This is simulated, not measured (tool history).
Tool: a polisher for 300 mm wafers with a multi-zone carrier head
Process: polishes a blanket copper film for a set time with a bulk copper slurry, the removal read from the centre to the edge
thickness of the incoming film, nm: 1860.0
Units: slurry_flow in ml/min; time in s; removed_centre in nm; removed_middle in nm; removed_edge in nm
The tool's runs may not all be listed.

run 1 day=0 | slurry_flow=155 centre_zone=1 middle_zone=1 edge_zone=1 slurry_solids=1 time=49 | removed_centre=439.99 removed_middle=472.83 removed_edge=464.28
run 2 day=0.079 | slurry_flow=175 centre_zone=1.02 middle_zone=1.04 edge_zone=1.05 slurry_solids=1.15 time=50 | removed_centre=494.01 removed_middle=513.13 removed_edge=504.33
run 3 day=0.296 | slurry_flow=150 centre_zone=1.02 middle_zone=1.04 edge_zone=1.05 slurry_solids=1.15 time=50 | removed_centre=471.85 removed_middle=498.85 removed_edge=498.63
run 4 day=0.617 | slurry_flow=150 centre_zone=1.02 middle_zone=1.04 edge_zone=1.05 slurry_solids=1.35 time=50 | removed_centre=481.91 removed_middle=514.24 removed_edge=504.28
run 5 day=0.796 | slurry_flow=170 centre_zone=1.01 middle_zone=1.09 edge_zone=1.09 slurry_solids=1.4 time=51 | removed_centre=508.53 removed_middle=572.28 removed_edge=532.89
run 6 day=0.838 | slurry_flow=185 centre_zone=1.01 middle_zone=1.1 edge_zone=1.12 slurry_solids=1.45 time=52 | removed_centre=515.09 removed_middle=589.17 removed_edge=564.74

The next listed run, before its measurement:
run 7 day=1.104 | slurry_flow=195 centre_zone=1.03 middle_zone=1.12 edge_zone=1.13 slurry_solids=1.45 time=52 | removed_centre=? removed_middle=? removed_edge=?

{"run 7": {"removed_centre": 556.8, "removed_middle": 589.25, "removed_edge": 572.56}}
